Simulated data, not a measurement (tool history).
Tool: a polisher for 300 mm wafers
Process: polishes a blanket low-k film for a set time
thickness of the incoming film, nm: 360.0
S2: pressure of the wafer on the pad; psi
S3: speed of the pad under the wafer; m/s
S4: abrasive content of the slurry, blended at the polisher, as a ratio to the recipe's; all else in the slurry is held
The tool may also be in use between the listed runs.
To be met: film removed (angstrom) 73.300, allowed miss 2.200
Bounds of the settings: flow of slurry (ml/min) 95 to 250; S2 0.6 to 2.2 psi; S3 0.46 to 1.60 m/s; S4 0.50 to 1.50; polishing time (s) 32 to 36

run 1 hour=0.0 | flow_of_slurry_(ml/min)=160 S2=1.4 S3=1.02 S4=1.00 polishing_time_(s)=36 | film_removed_(angstrom)=98.779
run 2 hour=2.1 | flow_of_slurry_(ml/min)=155 S2=1.3 S3=1.02 S4=1.00 polishing_time_(s)=36 | film_removed_(angstrom)=94.147
run 3 hour=7.9 | flow_of_slurry_(ml/min)=125 S2=1.3 S3=1.02 S4=1.00 polishing_time_(s)=36 | film_removed_(angstrom)=88.750
run 4 hour=13.2 | flow_of_slurry_(ml/min)=125 S2=1.3 S3=1.26 S4=1.00 polishing_time_(s)=36 | film_removed_(angstrom)=102.510
run 5 hour=21.4 | flow_of_slurry_(ml/min)=120 S2=1.2 S3=1.26 S4=1.00 polishing_time_(s)=36 | film_removed_(angstrom)=95.412
run 6 hour=26.9 | flow_of_slurry_(ml/min)=115 S2=1.1 S3=1.26 S4=1.00 polishing_time_(s)=36 | film_removed_(angstrom)=87.569
run 7 hour=33.0 | flow_of_slurry_(ml/min)=110 S2=1.0 S3=1.26 S4=1.00 polishing_time_(s)=36 | film_removed_(angstrom)=81.238
run 8 hour=34.8 | flow_of_slurry_(ml/min)=105 S2=0.9 S3=1.26 S4=1.00 polishing_time_(s)=36 | film_removed_(angstrom)=75.110

4 next moves are on the table. One of them brings every result within its allowed miss. Which?
run A hour=36.6 | flow_of_slurry_(ml/min)=100 S2=1.0 S3=1.40 S4=1.00 polishing_time_(s)=33 | film_removed_(angstrom)=?
run B hour=36.6 | flow_of_slurry_(ml/min)=105 S2=0.9 S3=1.34 S4=1.15 polishing_time_(s)=34 | film_removed_(angstrom)=?
run C hour=36.6 | flow_of_slurry_(ml/min)=120 S2=1.0 S3=1.16 S4=1.05 polishing_time_(s)=32 | film_removed_(angstrom)=?
run D hour=36.6 | flow_of_slurry_(ml/min)=120 S2=1.1 S3=1.16 S4=0.90 polishing_time_(s)=34 | film_removed_(angstrom)=?

move=A film_removed_(angstrom)=78.466
move=B film_removed_(angstrom)=78.634
move=C film_removed_(angstrom)=72.422
move=D film_removed_(angstrom)=77.308
A: further off than the last run
B: further off than the last run
C: meets every target
D: further off than the last run
Move C is the one to make.
